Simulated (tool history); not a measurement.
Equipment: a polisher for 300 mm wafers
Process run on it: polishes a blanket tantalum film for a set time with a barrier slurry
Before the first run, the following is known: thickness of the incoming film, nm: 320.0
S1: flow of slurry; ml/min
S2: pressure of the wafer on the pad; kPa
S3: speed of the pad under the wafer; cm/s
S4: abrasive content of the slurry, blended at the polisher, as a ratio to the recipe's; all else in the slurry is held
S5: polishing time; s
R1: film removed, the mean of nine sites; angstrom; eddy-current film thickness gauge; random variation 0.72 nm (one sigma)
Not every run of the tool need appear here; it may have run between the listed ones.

run	hour	S1	S2	S3	S4	S5	R1
1	0	215	11	108	1	56	825.86
2	6.5	225	12.4	108	1	56	920.47
3	15.4	225	13.1	108	1	56	963.58
4	24.4	225	13.1	88	1	56	813.62
5	26.4	230	14.5	88	1	56	891.72
6	28.8	230	15.2	88	1	56	932.05
7	35	235	15.9	90	1	56	987.75
8	41.4	235	16.5	92	1	56	1059.7

Run 9 comes next. What will it give?
9	45.8	235	17.2	92	1	56	?

{"run 9": {"R1": 1089}}
